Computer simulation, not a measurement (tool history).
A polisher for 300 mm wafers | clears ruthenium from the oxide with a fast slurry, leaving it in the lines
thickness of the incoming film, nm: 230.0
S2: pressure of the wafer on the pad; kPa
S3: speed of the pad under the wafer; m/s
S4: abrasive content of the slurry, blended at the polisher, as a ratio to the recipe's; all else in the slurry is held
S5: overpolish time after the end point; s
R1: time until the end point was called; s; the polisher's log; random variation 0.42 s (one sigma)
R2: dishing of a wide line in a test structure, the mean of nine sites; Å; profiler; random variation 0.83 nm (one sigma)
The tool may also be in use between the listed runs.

{"run": 1, "hour": 0.0, "flow of slurry (ml/min)": 310, "S2": 20, "S3": 1.28, "S4": 1, "S5": 13, "R1": 42.056, "R2": 314.88}
{"run": 2, "hour": 2.3, "flow of slurry (ml/min)": 310, "S2": 21.4, "S3": 1.28, "S4": 1, "S5": 13, "R1": 39.016, "R2": 326.02}
{"run": 3, "hour": 8.5, "flow of slurry (ml/min)": 310, "S2": 21.4, "S3": 1, "S4": 1, "S5": 13, "R1": 49.105, "R2": 286.92}
{"run": 4, "hour": 12.4, "flow of slurry (ml/min)": 310, "S2": 21.4, "S3": 1, "S4": 0.9, "S5": 13, "R1": 51.867, "R2": 287.13}
{"run": 5, "hour": 19.2, "flow of slurry (ml/min)": 310, "S2": 23.4, "S3": 1, "S4": 0.9, "S5": 13, "R1": 47.105, "R2": 297.27}
{"run": 6, "hour": 27.5, "flow of slurry (ml/min)": 310, "S2": 23.4, "S3": 1, "S4": 1.1, "S5": 13, "R1": 42.516, "R2": 311.41}
{"run": 7, "hour": 30.7, "flow of slurry (ml/min)": 310, "S2": 24.8, "S3": 1, "S4": 1.1, "S5": 13, "R1": 40.209, "R2": 322.5}

Run 8 comes next. What will it give?
{"run": 8, "hour": 34.0, "flow of slurry (ml/min)": 310, "S2": 25.5, "S3": 1, "S4": 1.1, "S5": 12, "R1": "?", "R2": "?"}

Run 8 gave R1 39.848 s, R2 318.8 Å.

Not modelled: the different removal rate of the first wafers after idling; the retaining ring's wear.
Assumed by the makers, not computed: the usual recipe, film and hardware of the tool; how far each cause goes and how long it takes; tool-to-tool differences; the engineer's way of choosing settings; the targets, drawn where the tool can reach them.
